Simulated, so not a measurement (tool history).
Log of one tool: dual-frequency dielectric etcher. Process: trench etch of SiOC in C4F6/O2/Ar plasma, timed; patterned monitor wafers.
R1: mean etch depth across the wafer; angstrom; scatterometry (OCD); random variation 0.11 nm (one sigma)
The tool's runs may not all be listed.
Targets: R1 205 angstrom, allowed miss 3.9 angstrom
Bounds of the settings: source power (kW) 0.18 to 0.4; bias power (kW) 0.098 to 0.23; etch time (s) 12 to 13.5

run 1 hour=0 | source_power_(kW)=0.29 bias_power_(kW)=0.164 etch_time_(s)=13.5 | R1=226.62
run 2 hour=1.9 | source_power_(kW)=0.29 bias_power_(kW)=0.153 etch_time_(s)=13.5 | R1=223.68
run 3 hour=5.4 | source_power_(kW)=0.28 bias_power_(kW)=0.151 etch_time_(s)=13.5 | R1=216.76
run 4 hour=10.5 | source_power_(kW)=0.28 bias_power_(kW)=0.18 etch_time_(s)=13.5 | R1=229.17
run 5 hour=12.9 | source_power_(kW)=0.27 bias_power_(kW)=0.178 etch_time_(s)=13.5 | R1=225.38
run 6 hour=20.2 | source_power_(kW)=0.27 bias_power_(kW)=0.163 etch_time_(s)=13.5 | R1=219.19
run 7 hour=25.1 | source_power_(kW)=0.26 bias_power_(kW)=0.162 etch_time_(s)=13.5 | R1=216.42
run 8 hour=30.8 | source_power_(kW)=0.25 bias_power_(kW)=0.161 etch_time_(s)=13.5 | R1=212.39
run 9 hour=38.6 | source_power_(kW)=0.25 bias_power_(kW)=0.161 etch_time_(s)=13.5 | R1=210.13
run 10 hour=47.6 | source_power_(kW)=0.25 bias_power_(kW)=0.161 etch_time_(s)=13.5 | R1=210.14

5 next moves are on the table. One of them brings every result within its allowed miss. Which?
run A hour=56.6 | source_power_(kW)=0.27 bias_power_(kW)=0.155 etch_time_(s)=13.5 | R1=?
run B hour=56.6 | source_power_(kW)=0.26 bias_power_(kW)=0.167 etch_time_(s)=13.5 | R1=?
run C hour=56.6 | source_power_(kW)=0.24 bias_power_(kW)=0.194 etch_time_(s)=13 | R1=?
run D hour=56.6 | source_power_(kW)=0.27 bias_power_(kW)=0.16 etch_time_(s)=13.5 | R1=?
run E hour=56.6 | source_power_(kW)=0.28 bias_power_(kW)=0.158 etch_time_(s)=12.5 | R1=?

move=A R1=215.05
move=B R1=216.32
move=C R1=210.63
move=D R1=217.18
move=E R1=203.67
A: further off than the last run
B: further off than the last run
C: further off than the last run
D: further off than the last run
E: meets every target
The right move is E.
